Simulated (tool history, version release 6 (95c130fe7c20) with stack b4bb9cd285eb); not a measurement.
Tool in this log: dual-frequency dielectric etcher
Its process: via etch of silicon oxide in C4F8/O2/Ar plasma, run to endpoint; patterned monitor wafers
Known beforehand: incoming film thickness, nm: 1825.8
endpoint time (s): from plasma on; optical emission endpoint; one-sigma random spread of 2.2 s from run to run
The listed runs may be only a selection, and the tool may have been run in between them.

Run 1, hour 0.0: source power (kW) 1.470, bias power (kW) 1.868. Result: endpoint time (s) 425.31.
Run 2, hour 5.4: source power (kW) 1.320, bias power (kW) 1.868. Result: endpoint time (s) 455.78.
Run 3, hour 8.0: source power (kW) 1.540, bias power (kW) 1.868. Result: endpoint time (s) 409.35.
Run 4, hour 13.4: source power (kW) 1.450, bias power (kW) 1.849. Result: endpoint time (s) 429.90.
Run 5, hour 20.9: source power (kW) 1.650, bias power (kW) 1.849. Result: endpoint time (s) 395.24.
Run 6, hour 26.7: source power (kW) 1.540, bias power (kW) 1.822. Result: endpoint time (s) 418.45.
Run 7, hour 29.2: source power (kW) 1.450, bias power (kW) 1.804. Result: endpoint time (s) 433.15.
Run 8, hour 30.3: source power (kW) 1.370, bias power (kW) 1.786. Result: endpoint time (s) 450.65.
Run 9, hour 34.0: source power (kW) 1.310, bias power (kW) 1.772. Result: endpoint time (s) 466.99.
Run 10, hour 39.5: source power (kW) 1.260, bias power (kW) 1.763. Result: endpoint time (s) 475.47.
Run 11, hour 41.1: source power (kW) 1.220, bias power (kW) 1.754. Result: endpoint time (s) 494.36.

Run 12 comes next. What will it give?
Run 12, hour 47.7: source power (kW) 1.190, bias power (kW) 1.750. Result: endpoint time (s) ?.

{"run 12": {"endpoint time (s)": 502.03}}
